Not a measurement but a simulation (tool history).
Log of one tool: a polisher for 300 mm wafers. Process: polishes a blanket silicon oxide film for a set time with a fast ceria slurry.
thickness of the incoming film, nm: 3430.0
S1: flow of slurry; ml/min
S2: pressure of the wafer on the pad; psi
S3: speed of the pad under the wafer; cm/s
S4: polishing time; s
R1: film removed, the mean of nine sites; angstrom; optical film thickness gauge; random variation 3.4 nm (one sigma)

run	hour	S1	S2	S3	S4	R1
1	0.0	295	3.3	116	24	4344.3
2	2.2	295	3.1	116	24	4261.0
3	11.1	295	3.1	138	24	4891.0
4	18.5	295	2.8	138	24	4455.9
5	26.1	295	2.6	138	24	4200.5
6	33.5	295	2.4	138	24	4021.1

Run 7 comes next. What will it give?
7	34.6	295	2.3	138	24	?

{"run 7": {"R1": 3931.2}}
